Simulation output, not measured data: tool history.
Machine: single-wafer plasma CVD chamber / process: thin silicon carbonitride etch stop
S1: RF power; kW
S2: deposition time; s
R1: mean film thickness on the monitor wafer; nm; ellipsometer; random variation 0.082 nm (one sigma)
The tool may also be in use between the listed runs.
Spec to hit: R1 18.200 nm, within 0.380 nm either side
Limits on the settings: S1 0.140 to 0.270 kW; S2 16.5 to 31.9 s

run  hour     S1    S2      R1
  1   0.0  0.205  24.2  14.762
  2   7.4  0.215  24.9  15.484
  3  12.9  0.215  22.5  14.052
  4  19.7  0.200  22.5  13.777
  5  27.7  0.210  23.5  14.522
  6  29.9  0.215  24.3  15.049
  7  32.0  0.220  25.0  15.602
  8  33.6  0.225  25.5  16.058
  9  36.3  0.230  25.9  16.445
 10  40.8  0.235  26.2  16.623
 11  42.9  0.240  26.5  16.980
 12  44.6  0.245  26.7  17.096
 13  46.8  0.245  27.0  17.507
 14  52.8  0.245  27.1  17.382
 15  56.5  0.245  27.3  17.549
 16  60.2  0.245  27.4  17.700

Consider the 4 candidate settings below. Which is the only one whose results all fall within their allowed miss of target?
  A  63.9  0.245  26.4   ?
  B  63.9  0.240  28.4   ?
  C  63.9  0.260  25.9   ?
  D  63.9  0.240  25.8   ?

move      R1
   A  17.005
   B  18.179
   C  16.987
   D  16.515
A: moves away from the targets compared with the last run
B: hits every target within its allowed miss
C: moves away from the targets compared with the last run
D: moves away from the targets compared with the last run
Move B is the one to make.
